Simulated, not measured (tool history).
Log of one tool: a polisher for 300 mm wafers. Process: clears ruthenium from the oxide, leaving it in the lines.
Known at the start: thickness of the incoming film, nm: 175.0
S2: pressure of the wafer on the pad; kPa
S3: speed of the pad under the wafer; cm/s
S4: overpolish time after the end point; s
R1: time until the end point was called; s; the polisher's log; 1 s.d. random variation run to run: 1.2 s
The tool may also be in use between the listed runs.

run 1 hour=0.0 | flow_of_slurry_(ml/min)=175 S2=15.2 S3=86 S4=4 | R1=149.10
run 2 hour=2.2 | flow_of_slurry_(ml/min)=215 S2=15.2 S3=86 S4=4 | R1=142.91
run 3 hour=4.4 | flow_of_slurry_(ml/min)=200 S2=15.2 S3=86 S4=4 | R1=147.01
run 4 hour=9.4 | flow_of_slurry_(ml/min)=185 S2=15.2 S3=86 S4=4 | R1=146.48
run 5 hour=15.3 | flow_of_slurry_(ml/min)=185 S2=15.2 S3=86 S4=4 | R1=148.30
run 6 hour=21.8 | flow_of_slurry_(ml/min)=185 S2=15.2 S3=86 S4=3 | R1=149.29
run 7 hour=25.0 | flow_of_slurry_(ml/min)=190 S2=16.5 S3=86 S4=3 | R1=138.45
run 8 hour=27.0 | flow_of_slurry_(ml/min)=195 S2=17.9 S3=86 S4=3 | R1=128.00
run 9 hour=30.0 | flow_of_slurry_(ml/min)=200 S2=18.6 S3=86 S4=3 | R1=124.89

For run 10, what comes out?
run 10 hour=37.9 | flow_of_slurry_(ml/min)=200 S2=19.3 S3=86 S4=3 | R1=?

R1: 119.95 s

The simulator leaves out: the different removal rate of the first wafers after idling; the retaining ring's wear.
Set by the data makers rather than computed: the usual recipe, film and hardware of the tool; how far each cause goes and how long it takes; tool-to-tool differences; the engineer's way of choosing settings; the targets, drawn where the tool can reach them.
